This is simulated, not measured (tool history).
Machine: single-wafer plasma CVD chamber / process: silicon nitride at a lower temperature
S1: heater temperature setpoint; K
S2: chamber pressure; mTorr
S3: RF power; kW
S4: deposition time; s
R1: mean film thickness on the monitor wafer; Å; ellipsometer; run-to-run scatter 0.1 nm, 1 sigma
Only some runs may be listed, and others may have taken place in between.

Run 1, hour 0.0: S1 648.15 K, S2 1770 mTorr, S3 0.400 kW, S4 13.1 s. Result: R1 180.02 Å.
Run 2, hour 8.4: S1 648.15 K, S2 1820 mTorr, S3 0.405 kW, S4 13.1 s. Result: R1 184.21 Å.
Run 3, hour 16.6: S1 638.15 K, S2 1820 mTorr, S3 0.405 kW, S4 13.1 s. Result: R1 184.61 Å.
Run 4, hour 24.8: S1 638.15 K, S2 1650 mTorr, S3 0.405 kW, S4 13.1 s. Result: R1 178.08 Å.
Run 5, hour 33.5: S1 638.15 K, S2 1460 mTorr, S3 0.405 kW, S4 13.1 s. Result: R1 171.35 Å.
Run 6, hour 35.5: S1 638.15 K, S2 1350 mTorr, S3 0.405 kW, S4 13.1 s. Result: R1 164.97 Å.
Run 7, hour 44.0: S1 638.15 K, S2 1440 mTorr, S3 0.410 kW, S4 13.1 s. Result: R1 171.34 Å.

Run 8, settings as shown, results not yet in. Your forecast:
Run 8, hour 50.7: S1 638.15 K, S2 1510 mTorr, S3 0.415 kW, S4 13.1 s. Result: R1 ?.

R1: 176.99 Å

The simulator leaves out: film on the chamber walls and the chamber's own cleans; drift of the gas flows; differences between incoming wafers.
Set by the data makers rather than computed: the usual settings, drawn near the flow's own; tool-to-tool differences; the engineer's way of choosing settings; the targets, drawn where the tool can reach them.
